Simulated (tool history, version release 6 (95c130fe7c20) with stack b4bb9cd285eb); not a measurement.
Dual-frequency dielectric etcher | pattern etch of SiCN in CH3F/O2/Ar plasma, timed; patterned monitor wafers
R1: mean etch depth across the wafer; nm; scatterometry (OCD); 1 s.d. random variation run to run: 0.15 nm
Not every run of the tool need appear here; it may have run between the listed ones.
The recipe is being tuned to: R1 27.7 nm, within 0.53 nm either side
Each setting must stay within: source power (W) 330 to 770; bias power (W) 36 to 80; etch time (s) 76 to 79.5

Run 1, hour 0: source power (W) 550, bias power (W) 58, etch time (s) 76. Result: R1 33.627 nm.
Run 2, hour 8.9: source power (W) 550, bias power (W) 58, etch time (s) 76. Result: R1 34.165 nm.
Run 3, hour 11.6: source power (W) 590, bias power (W) 58, etch time (s) 76. Result: R1 34.474 nm.
Run 4, hour 19.7: source power (W) 650, bias power (W) 58, etch time (s) 76. Result: R1 36.79 nm.
Run 5, hour 25.4: source power (W) 650, bias power (W) 54, etch time (s) 76. Result: R1 35.713 nm.
Run 6, hour 29.1: source power (W) 610, bias power (W) 53, etch time (s) 76. Result: R1 34.457 nm.
Run 7, hour 37.4: source power (W) 580, bias power (W) 52, etch time (s) 76. Result: R1 33.686 nm.
Run 8, hour 41.8: source power (W) 550, bias power (W) 51, etch time (s) 76. Result: R1 32.237 nm.
Run 9, hour 48.4: source power (W) 530, bias power (W) 51, etch time (s) 76. Result: R1 32.06 nm.
Run 10, hour 54.8: source power (W) 510, bias power (W) 51, etch time (s) 76. Result: R1 31.304 nm.
Run 11, hour 55.8: source power (W) 490, bias power (W) 51, etch time (s) 76. Result: R1 30.52 nm.
Run 12, hour 57.5: source power (W) 480, bias power (W) 51, etch time (s) 76. Result: R1 30.241 nm.
Run 13, hour 62.3: source power (W) 470, bias power (W) 51, etch time (s) 76. Result: R1 29.968 nm.
Run 14, hour 70.8: source power (W) 460, bias power (W) 51, etch time (s) 76. Result: R1 29.545 nm.
Run 15, hour 71.6: source power (W) 450, bias power (W) 51, etch time (s) 76. Result: R1 29.03 nm.
Run 16, hour 74.4: source power (W) 440, bias power (W) 51, etch time (s) 76. Result: R1 28.662 nm.

Exercise: of the 4 proposed moves below, exactly one satisfies all targets within the stated allowed misses. Which move is it?
Run A, hour 77.2: source power (W) 480, bias power (W) 51, etch time (s) 76.5. Result: R1 ?.
Run B, hour 77.2: source power (W) 420, bias power (W) 49, etch time (s) 76.5. Result: R1 ?.
Run C, hour 77.2: source power (W) 490, bias power (W) 48, etch time (s) 76.5. Result: R1 ?.
Run D, hour 77.2: source power (W) 500, bias power (W) 48, etch time (s) 76. Result: R1 ?.

move      R1
   A  30.688
   B  28.139
   C  30.522
   D  30.658
A: lands further from the targets than the last run did
B: every result lands within tolerance
C: lands further from the targets than the last run did
D: lands further from the targets than the last run did
Go with B: it meets all targets.
